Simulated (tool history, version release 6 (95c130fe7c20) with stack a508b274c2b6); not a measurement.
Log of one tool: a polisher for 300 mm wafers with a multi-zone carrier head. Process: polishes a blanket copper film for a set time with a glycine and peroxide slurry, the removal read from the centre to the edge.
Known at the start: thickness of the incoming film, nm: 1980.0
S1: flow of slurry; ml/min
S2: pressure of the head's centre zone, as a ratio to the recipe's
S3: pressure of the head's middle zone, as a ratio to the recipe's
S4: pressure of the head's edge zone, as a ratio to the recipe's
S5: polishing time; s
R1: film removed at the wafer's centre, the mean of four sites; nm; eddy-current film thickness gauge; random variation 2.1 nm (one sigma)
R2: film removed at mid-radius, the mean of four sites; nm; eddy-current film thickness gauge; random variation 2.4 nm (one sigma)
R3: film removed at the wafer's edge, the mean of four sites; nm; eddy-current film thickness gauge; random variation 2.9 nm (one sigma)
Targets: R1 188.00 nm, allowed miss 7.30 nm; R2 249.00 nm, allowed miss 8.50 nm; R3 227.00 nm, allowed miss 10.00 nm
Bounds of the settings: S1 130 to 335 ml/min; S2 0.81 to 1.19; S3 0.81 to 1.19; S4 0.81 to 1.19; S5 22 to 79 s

Run 1, hour 0.0: S1 215 ml/min, S2 1.00, S3 1.00, S4 1.00, S5 50 s. Result: R1 211.70 nm, R2 207.71 nm, R3 210.72 nm.
Run 2, hour 7.2: S1 220 ml/min, S2 0.98, S3 1.02, S4 1.01, S5 50 s. Result: R1 199.68 nm, R2 215.14 nm, R3 212.33 nm.
Run 3, hour 8.5: S1 220 ml/min, S2 1.01, S3 1.02, S4 1.01, S5 50 s. Result: R1 211.36 nm, R2 220.46 nm, R3 209.24 nm.
Run 4, hour 12.8: S1 220 ml/min, S2 0.95, S3 1.02, S4 1.01, S5 50 s. Result: R1 197.24 nm, R2 217.67 nm, R3 214.09 nm.
Run 5, hour 21.2: S1 225 ml/min, S2 0.94, S3 1.03, S4 1.02, S5 50 s. Result: R1 194.27 nm, R2 217.00 nm, R3 214.88 nm.
Run 6, hour 24.0: S1 225 ml/min, S2 0.94, S3 1.03, S4 1.02, S5 57 s. Result: R1 226.19 nm, R2 245.32 nm, R3 246.12 nm.
Run 7, hour 28.0: S1 220 ml/min, S2 0.93, S3 1.04, S4 1.01, S5 57 s. Result: R1 219.98 nm, R2 251.40 nm, R3 247.07 nm.
Run 8, hour 36.3: S1 220 ml/min, S2 0.92, S3 1.05, S4 1.00, S5 57 s. Result: R1 218.69 nm, R2 248.64 nm, R3 242.45 nm.
Run 9, hour 37.0: S1 215 ml/min, S2 0.91, S3 1.06, S4 0.99, S5 57 s. Result: R1 217.46 nm, R2 252.00 nm, R3 241.70 nm.
Run 10, hour 45.1: S1 215 ml/min, S2 0.90, S3 1.07, S4 0.98, S5 57 s. Result: R1 215.82 nm, R2 251.47 nm, R3 234.41 nm.
Run 11, hour 49.5: S1 215 ml/min, S2 0.90, S3 1.07, S4 0.98, S5 57 s. Result: R1 209.40 nm, R2 257.06 nm, R3 240.75 nm.
Run 12, hour 56.7: S1 210 ml/min, S2 0.89, S3 1.07, S4 0.97, S5 57 s. Result: R1 210.18 nm, R2 254.71 nm, R3 234.37 nm.
Run 13, hour 64.3: S1 205 ml/min, S2 0.88, S3 1.07, S4 0.97, S5 57 s. Result: R1 208.98 nm, R2 252.16 nm, R3 238.01 nm.
Run 14, hour 69.1: S1 205 ml/min, S2 0.87, S3 1.07, S4 0.97, S5 57 s. Result: R1 199.36 nm, R2 256.29 nm, R3 234.87 nm.
Run 15, hour 71.9: S1 200 ml/min, S2 0.87, S3 1.07, S4 0.97, S5 57 s. Result: R1 204.67 nm, R2 253.01 nm, R3 239.46 nm.
Run 16, hour 80.6: S1 200 ml/min, S2 0.86, S3 1.07, S4 0.96, S5 57 s. Result: R1 204.75 nm, R2 254.21 nm, R3 230.09 nm.
Run 17, hour 82.0: S1 200 ml/min, S2 0.85, S3 1.07, S4 0.96, S5 57 s. Result: R1 199.82 nm, R2 249.51 nm, R3 231.05 nm.
Run 18, hour 87.2: S1 200 ml/min, S2 0.84, S3 1.07, S4 0.96, S5 57 s. Result: R1 195.85 nm, R2 257.41 nm, R3 235.01 nm.

5 next moves are on the table. One of them brings every result within its allowed miss. Which?
Run A, hour 92.4: S1 175 ml/min, S2 0.82, S3 1.10, S4 0.89, S5 62 s. Result: R1 ?, R2 ?, R3 ?.
Run B, hour 92.4: S1 195 ml/min, S2 0.86, S3 1.13, S4 1.01, S5 54 s. Result: R1 ?, R2 ?, R3 ?.
Run C, hour 92.4: S1 200 ml/min, S2 0.81, S3 1.14, S4 0.97, S5 57 s. Result: R1 ?, R2 ?, R3 ?.
Run D, hour 92.4: S1 195 ml/min, S2 0.83, S3 1.11, S4 0.88, S5 59 s. Result: R1 ?, R2 ?, R3 ?.
Run E, hour 92.4: S1 200 ml/min, S2 0.81, S3 0.98, S4 0.96, S5 61 s. Result: R1 ?, R2 ?, R3 ?.

move      R1      R2      R3
   A  206.66  271.74  240.52
   B  193.00  246.79  225.05
   C  192.68  263.65  233.77
   D  203.43  265.63  230.92
   E  205.97  248.07  249.51
A: further off than the last run
B: meets every target
C: brings the result that was furthest off to its target, and leaves another outside
D: further off than the last run
E: further off than the last run
Answer: B
